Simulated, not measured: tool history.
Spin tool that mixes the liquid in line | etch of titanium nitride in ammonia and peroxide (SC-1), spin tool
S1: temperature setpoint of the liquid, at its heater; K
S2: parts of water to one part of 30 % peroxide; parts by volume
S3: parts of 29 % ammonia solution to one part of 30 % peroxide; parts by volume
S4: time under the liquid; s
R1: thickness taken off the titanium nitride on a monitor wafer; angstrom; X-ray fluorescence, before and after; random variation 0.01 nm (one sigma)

run	hour	S1	S2	S3	S4	R1
1	0	330.15	12	0.5	95	73.497
2	0.7	323.65	12	0.5	95	47.205
3	4.7	323.65	14	0.5	95	43.109
4	5.9	323.65	10	0.5	95	52.389
5	8	321.65	10.5	0.5	95	44.156
6	14.9	321.65	10.5	0.5	75	34.676

The next listed run, before its measurement:
7	17	315.15	10.5	0.5	75	?

R1: 21.734 angstrom
